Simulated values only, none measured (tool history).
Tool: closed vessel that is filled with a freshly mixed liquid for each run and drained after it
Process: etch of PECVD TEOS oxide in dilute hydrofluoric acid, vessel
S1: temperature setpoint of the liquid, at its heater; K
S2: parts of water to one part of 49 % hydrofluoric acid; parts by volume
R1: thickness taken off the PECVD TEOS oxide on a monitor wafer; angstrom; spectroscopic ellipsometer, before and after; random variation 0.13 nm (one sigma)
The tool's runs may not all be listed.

run 1 day=0 | S1=296.15 S2=75 time_in_the_liquid_(s)=90 | R1=295.11
run 2 day=0.154 | S1=294.65 S2=75 time_in_the_liquid_(s)=90 | R1=277.53
run 3 day=0.35 | S1=294.65 S2=45 time_in_the_liquid_(s)=90 | R1=479.92
run 4 day=0.417 | S1=293.15 S2=55 time_in_the_liquid_(s)=90 | R1=367.12
run 5 day=0.542 | S1=292.15 S2=60 time_in_the_liquid_(s)=90 | R1=317.49
run 6 day=0.592 | S1=291.65 S2=65 time_in_the_liquid_(s)=90 | R1=284.7
run 7 day=0.862 | S1=291.15 S2=70 time_in_the_liquid_(s)=90 | R1=256.6

Expected results for the next run?
run 8 day=1.175 | S1=290.65 S2=70 time_in_the_liquid_(s)=90 | R1=?

R1: 250.82 angstrom
